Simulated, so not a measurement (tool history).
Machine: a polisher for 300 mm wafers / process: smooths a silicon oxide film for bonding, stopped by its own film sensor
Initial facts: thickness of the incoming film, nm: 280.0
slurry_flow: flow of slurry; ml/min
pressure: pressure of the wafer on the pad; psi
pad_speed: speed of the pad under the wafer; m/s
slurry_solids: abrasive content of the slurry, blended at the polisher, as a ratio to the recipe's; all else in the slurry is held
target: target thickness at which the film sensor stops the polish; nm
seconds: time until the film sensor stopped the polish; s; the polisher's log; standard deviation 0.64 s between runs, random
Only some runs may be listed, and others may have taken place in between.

run  hour  slurry_flow  pressure  pad_speed  slurry_solids  target  seconds
  1   0.0          305       1.9       1.12            1.0     243   57.587
  2   6.3          305       2.1       1.14            1.0     243   52.523
  3  10.6          305       2.3       1.18            1.0     243   45.240
  4  13.8          305       2.3       1.18            1.2     243   41.659
  5  18.1          305       2.3       1.18            1.2     246   37.437
  6  20.0          305       1.8       1.18            1.2     246   48.247
  7  28.8          305       2.0       1.20            1.2     246   41.248
  8  30.3          305       2.1       1.22            1.2     246   41.534
  9  33.4          305       2.2       1.24            1.2     246   37.454

Run 10 has not been measured yet. What should we expect?
 10  34.4          305       2.3       1.24            1.2     246        ?

Run 10 produced seconds 35.307 s.

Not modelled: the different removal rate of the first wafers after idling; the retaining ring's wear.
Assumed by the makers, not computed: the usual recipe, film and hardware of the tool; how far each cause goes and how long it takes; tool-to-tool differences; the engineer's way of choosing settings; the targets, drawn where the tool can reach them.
